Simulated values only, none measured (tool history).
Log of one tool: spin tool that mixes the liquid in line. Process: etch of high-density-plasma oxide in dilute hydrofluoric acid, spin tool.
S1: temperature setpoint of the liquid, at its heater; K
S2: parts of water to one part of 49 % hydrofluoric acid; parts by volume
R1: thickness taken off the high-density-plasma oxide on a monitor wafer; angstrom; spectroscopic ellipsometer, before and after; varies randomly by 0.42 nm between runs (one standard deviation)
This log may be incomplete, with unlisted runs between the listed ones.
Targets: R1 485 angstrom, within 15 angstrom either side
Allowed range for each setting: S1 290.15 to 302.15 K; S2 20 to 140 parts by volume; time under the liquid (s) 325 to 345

{"run": 1, "hour": 0.0, "S1": 294.15, "S2": 75, "time under the liquid (s)": 325, "R1": 238.53}
{"run": 2, "hour": 6.7, "S1": 295.65, "S2": 70, "time under the liquid (s)": 325, "R1": 267.98}
{"run": 3, "hour": 11.6, "S1": 295.65, "S2": 90, "time under the liquid (s)": 325, "R1": 206.92}
{"run": 4, "hour": 14.2, "S1": 296.65, "S2": 80, "time under the liquid (s)": 325, "R1": 242.8}
{"run": 5, "hour": 18.7, "S1": 294.65, "S2": 80, "time under the liquid (s)": 325, "R1": 226.88}
{"run": 6, "hour": 20.2, "S1": 294.65, "S2": 55, "time under the liquid (s)": 325, "R1": 340.56}
{"run": 7, "hour": 25.9, "S1": 294.65, "S2": 55, "time under the liquid (s)": 325, "R1": 339.62}
{"run": 8, "hour": 29.8, "S1": 296.15, "S2": 55, "time under the liquid (s)": 325, "R1": 361}
{"run": 9, "hour": 33.2, "S1": 297.15, "S2": 55, "time under the liquid (s)": 325, "R1": 379.38}
{"run": 10, "hour": 35.8, "S1": 298.15, "S2": 55, "time under the liquid (s)": 325, "R1": 392.32}
{"run": 11, "hour": 40.5, "S1": 299.15, "S2": 55, "time under the liquid (s)": 325, "R1": 406.08}
{"run": 12, "hour": 45.0, "S1": 299.65, "S2": 55, "time under the liquid (s)": 325, "R1": 416.97}
{"run": 13, "hour": 50.2, "S1": 300.15, "S2": 55, "time under the liquid (s)": 325, "R1": 424.26}
{"run": 14, "hour": 54.7, "S1": 300.65, "S2": 55, "time under the liquid (s)": 325, "R1": 435.44}
{"run": 15, "hour": 56.1, "S1": 301.15, "S2": 55, "time under the liquid (s)": 325, "R1": 447.1}
{"run": 16, "hour": 57.9, "S1": 301.65, "S2": 55, "time under the liquid (s)": 325, "R1": 448.65}
{"run": 17, "hour": 64.7, "S1": 302.15, "S2": 55, "time under the liquid (s)": 325, "R1": 454.03}
{"run": 18, "hour": 68.9, "S1": 302.15, "S2": 50, "time under the liquid (s)": 325, "R1": 503.68}

Of the 5 settings listed for the next run, only one would bring every result within its allowed miss of target. Which one?
{"run": "A", "hour": 73.1, "S1": 302.15, "S2": 55, "time under the liquid (s)": 325, "R1": "?"}
{"run": "B", "hour": 73.1, "S1": 301.65, "S2": 45, "time under the liquid (s)": 325, "R1": "?"}
{"run": "C", "hour": 73.1, "S1": 302.15, "S2": 50, "time under the liquid (s)": 345, "R1": "?"}
{"run": "D", "hour": 73.1, "S1": 302.15, "S2": 55, "time under the liquid (s)": 345, "R1": "?"}
{"run": "E", "hour": 73.1, "S1": 301.65, "S2": 55, "time under the liquid (s)": 325, "R1": "?"}

move=A R1=459.99
move=B R1=559.46
move=C R1=541.15
move=D R1=488.3
move=E R1=451
A: moves the result that the last run missed by most past its target, out the other side
B: the biggest miss grows against the last run
C: the biggest miss grows against the last run
D: every result lands within tolerance
E: moves the result that the last run missed by most past its target, out the other side
So the answer is move D, the one that meets all the targets.
